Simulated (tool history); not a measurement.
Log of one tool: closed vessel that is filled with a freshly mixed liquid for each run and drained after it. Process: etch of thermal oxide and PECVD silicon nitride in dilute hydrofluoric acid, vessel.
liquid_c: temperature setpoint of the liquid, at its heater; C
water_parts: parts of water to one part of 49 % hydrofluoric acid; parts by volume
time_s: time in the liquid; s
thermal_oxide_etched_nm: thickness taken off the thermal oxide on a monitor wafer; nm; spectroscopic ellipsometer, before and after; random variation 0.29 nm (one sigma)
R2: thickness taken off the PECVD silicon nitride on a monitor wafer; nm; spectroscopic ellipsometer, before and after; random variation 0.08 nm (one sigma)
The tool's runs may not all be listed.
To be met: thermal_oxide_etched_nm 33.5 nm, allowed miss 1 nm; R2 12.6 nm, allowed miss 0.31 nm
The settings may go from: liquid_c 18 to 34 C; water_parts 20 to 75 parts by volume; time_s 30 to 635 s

Run 1, day 0: liquid_c 26 C, water_parts 45 parts by volume, time_s 325 s. Result: thermal_oxide_etched_nm 39.242 nm, R2 16.986 nm.
Run 2, day 0.088: liquid_c 25.5 C, water_parts 45 parts by volume, time_s 325 s. Result: thermal_oxide_etched_nm 38.739 nm, R2 16.306 nm.
Run 3, day 0.433: liquid_c 25 C, water_parts 45 parts by volume, time_s 325 s. Result: thermal_oxide_etched_nm 37.18 nm, R2 15.859 nm.
Run 4, day 0.642: liquid_c 24.5 C, water_parts 45 parts by volume, time_s 325 s. Result: thermal_oxide_etched_nm 37.579 nm, R2 15.197 nm.
Run 5, day 0.746: liquid_c 26.5 C, water_parts 45 parts by volume, time_s 325 s. Result: thermal_oxide_etched_nm 40.582 nm, R2 17.417 nm.
Run 6, day 1.108: liquid_c 26 C, water_parts 45 parts by volume, time_s 325 s. Result: thermal_oxide_etched_nm 39.326 nm, R2 16.813 nm.
Run 7, day 1.196: liquid_c 25.5 C, water_parts 45 parts by volume, time_s 325 s. Result: thermal_oxide_etched_nm 38.938 nm, R2 16.376 nm.
Run 8, day 1.279: liquid_c 25 C, water_parts 45 parts by volume, time_s 325 s. Result: thermal_oxide_etched_nm 37.267 nm, R2 15.787 nm.
Run 9, day 1.488: liquid_c 24.5 C, water_parts 45 parts by volume, time_s 325 s. Result: thermal_oxide_etched_nm 37.129 nm, R2 15.131 nm.
Run 10, day 1.721: liquid_c 24 C, water_parts 45 parts by volume, time_s 325 s. Result: thermal_oxide_etched_nm 36.035 nm, R2 14.801 nm.
Run 11, day 2.004: liquid_c 23.5 C, water_parts 45 parts by volume, time_s 325 s. Result: thermal_oxide_etched_nm 35.643 nm, R2 14.227 nm.
Run 12, day 2.183: liquid_c 23.5 C, water_parts 45 parts by volume, time_s 325 s. Result: thermal_oxide_etched_nm 35.414 nm, R2 14.335 nm.
Run 13, day 2.442: liquid_c 20.5 C, water_parts 40 parts by volume, time_s 320 s. Result: thermal_oxide_etched_nm 34.618 nm, R2 12.865 nm.

Which of these 4 next moves meets every target?
Run A, day 2.7: liquid_c 26.5 C, water_parts 45 parts by volume, time_s 250 s. Result: thermal_oxide_etched_nm ?, R2 ?.
Run B, day 2.7: liquid_c 21.5 C, water_parts 40 parts by volume, time_s 295 s. Result: thermal_oxide_etched_nm ?, R2 ?.
Run C, day 2.7: liquid_c 20.5 C, water_parts 30 parts by volume, time_s 250 s. Result: thermal_oxide_etched_nm ?, R2 ?.
Run D, day 2.7: liquid_c 21 C, water_parts 40 parts by volume, time_s 330 s. Result: thermal_oxide_etched_nm ?, R2 ?.

move  thermal_oxide_etched_nm      R2
   A                   30.848  13.255
   B                   33.516  12.508
   C                   36.745   13.06
   D                   36.707  13.516
A: takes the result that was furthest off past its target
B: meets every target
C: further off than the last run
D: further off than the last run
Answer: B

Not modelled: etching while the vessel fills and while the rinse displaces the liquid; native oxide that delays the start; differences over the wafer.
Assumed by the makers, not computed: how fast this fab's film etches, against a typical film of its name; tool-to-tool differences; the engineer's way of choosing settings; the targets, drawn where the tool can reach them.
